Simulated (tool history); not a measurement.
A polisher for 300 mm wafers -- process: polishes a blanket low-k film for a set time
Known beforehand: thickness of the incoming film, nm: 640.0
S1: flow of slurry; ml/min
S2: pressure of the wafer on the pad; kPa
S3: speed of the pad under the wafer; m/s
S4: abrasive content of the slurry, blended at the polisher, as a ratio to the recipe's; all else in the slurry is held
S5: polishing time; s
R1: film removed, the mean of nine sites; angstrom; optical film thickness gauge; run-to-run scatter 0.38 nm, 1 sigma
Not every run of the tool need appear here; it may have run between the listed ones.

run 1 hour=0 | S1=155 S2=14.5 S3=0.94 S4=1 S5=110 | R1=444.44
run 2 hour=6.2 | S1=155 S2=11.7 S3=0.94 S4=1 S5=110 | R1=367.43
run 3 hour=11.2 | S1=155 S2=11.7 S3=1.14 S4=1 S5=110 | R1=419
run 4 hour=16.6 | S1=155 S2=11.7 S3=1.14 S4=0.9 S5=110 | R1=395.07
run 5 hour=21.4 | S1=155 S2=11.7 S3=1.36 S4=0.9 S5=110 | R1=453.13
run 6 hour=23.3 | S1=160 S2=11.7 S3=1.36 S4=0.9 S5=110 | R1=452.39
run 7 hour=32.3 | S1=190 S2=15.2 S3=1.36 S4=0.9 S5=110 | R1=600.57

Expected results for the next run?
run 8 hour=37.9 | S1=180 S2=15.2 S3=1.36 S4=0.9 S5=110 | R1=?

{"run 8": {"R1": 599.77}}
